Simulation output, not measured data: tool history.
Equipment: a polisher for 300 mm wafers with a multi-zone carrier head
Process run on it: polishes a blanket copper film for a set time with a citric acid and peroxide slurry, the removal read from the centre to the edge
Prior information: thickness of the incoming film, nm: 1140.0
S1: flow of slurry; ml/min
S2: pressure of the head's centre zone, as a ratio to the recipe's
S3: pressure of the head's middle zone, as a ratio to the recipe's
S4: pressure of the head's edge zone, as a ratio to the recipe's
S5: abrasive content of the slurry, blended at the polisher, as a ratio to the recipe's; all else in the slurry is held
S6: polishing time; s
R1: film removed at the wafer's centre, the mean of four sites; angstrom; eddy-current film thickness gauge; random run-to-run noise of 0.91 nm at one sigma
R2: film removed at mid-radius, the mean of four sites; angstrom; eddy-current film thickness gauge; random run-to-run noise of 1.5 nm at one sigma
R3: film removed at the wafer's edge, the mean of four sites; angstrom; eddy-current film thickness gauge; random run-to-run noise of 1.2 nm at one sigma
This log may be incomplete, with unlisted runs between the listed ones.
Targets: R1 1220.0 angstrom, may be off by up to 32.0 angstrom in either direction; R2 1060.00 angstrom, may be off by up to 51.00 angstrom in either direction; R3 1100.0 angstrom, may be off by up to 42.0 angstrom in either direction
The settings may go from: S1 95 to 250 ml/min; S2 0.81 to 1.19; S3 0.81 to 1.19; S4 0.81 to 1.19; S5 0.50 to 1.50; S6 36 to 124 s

{"run": 1, "day": 0.0, "S1": 160, "S2": 1.0, "S3": 1.0, "S4": 1.0, "S5": 1.0, "S6": 79, "R1": 1658.4, "R2": 1662.2, "R3": 1616.6}
{"run": 2, "day": 0.196, "S1": 160, "S2": 0.93, "S3": 1.0, "S4": 1.0, "S5": 1.0, "S6": 79, "R1": 1521.2, "R2": 1663.9, "R3": 1627.2}
{"run": 3, "day": 0.292, "S1": 160, "S2": 0.93, "S3": 1.0, "S4": 0.92, "S5": 1.0, "S6": 79, "R1": 1526.8, "R2": 1730.8, "R3": 1585.0}
{"run": 4, "day": 0.512, "S1": 155, "S2": 0.96, "S3": 0.96, "S4": 0.92, "S5": 0.85, "S6": 73, "R1": 1406.3, "R2": 1481.5, "R3": 1405.1}
{"run": 5, "day": 0.85, "S1": 150, "S2": 0.98, "S3": 0.92, "S4": 0.91, "S5": 0.75, "S6": 70, "R1": 1347.4, "R2": 1313.5, "R3": 1326.0}
{"run": 6, "day": 1.121, "S1": 150, "S2": 1.03, "S3": 0.92, "S4": 0.91, "S5": 0.75, "S6": 70, "R1": 1394.1, "R2": 1307.4, "R3": 1311.7}
{"run": 7, "day": 1.238, "S1": 150, "S2": 1.03, "S3": 0.92, "S4": 0.91, "S5": 0.75, "S6": 70, "R1": 1408.7, "R2": 1343.1, "R3": 1322.1}
{"run": 8, "day": 1.471, "S1": 145, "S2": 1.04, "S3": 0.9, "S4": 0.89, "S5": 0.7, "S6": 68, "R1": 1354.8, "R2": 1259.5, "R3": 1257.7}
{"run": 9, "day": 1.738, "S1": 140, "S2": 1.05, "S3": 0.88, "S4": 0.88, "S5": 0.65, "S6": 67, "R1": 1335.9, "R2": 1188.9, "R3": 1189.7}

Which one of the following 5 next-run settings gets every result inside its allowed miss? There is exactly one.
{"run": "A", "day": 2.004, "S1": 115, "S2": 1.15, "S3": 0.83, "S4": 0.85, "S5": 0.55, "S6": 60, "R1": "?", "R2": "?", "R3": "?"}
{"run": "B", "day": 2.004, "S1": 155, "S2": 1.09, "S3": 0.86, "S4": 0.92, "S5": 0.55, "S6": 57, "R1": "?", "R2": "?", "R3": "?"}
{"run": "C", "day": 2.004, "S1": 155, "S2": 1.07, "S3": 0.9, "S4": 0.96, "S5": 0.9, "S6": 56, "R1": "?", "R2": "?", "R3": "?"}
{"run": "D", "day": 2.004, "S1": 150, "S2": 1.06, "S3": 0.82, "S4": 0.9, "S5": 0.7, "S6": 56, "R1": "?", "R2": "?", "R3": "?"}
{"run": "E", "day": 2.004, "S1": 160, "S2": 1.11, "S3": 0.85, "S4": 1.04, "S5": 0.5, "S6": 55, "R1": "?", "R2": "?", "R3": "?"}

move=A R1=1236.1 R2=939.10 R3=1008.3
move=B R1=1169.7 R2=960.22 R3=1024.5
move=C R1=1227.5 R2=1065.70 R3=1116.5
move=D R1=1156.4 R2=939.99 R3=1034.0
move=E R1=1137.9 R2=907.75 R3=1036.0
A: corrects the largest miss of the last run, while another result sits out of spec
B: pushes the last run's worst result past its target
C: each result inside its tolerance
D: pushes the last run's worst result past its target
E: pushes the last run's worst result past its target
Move C is the one to make.
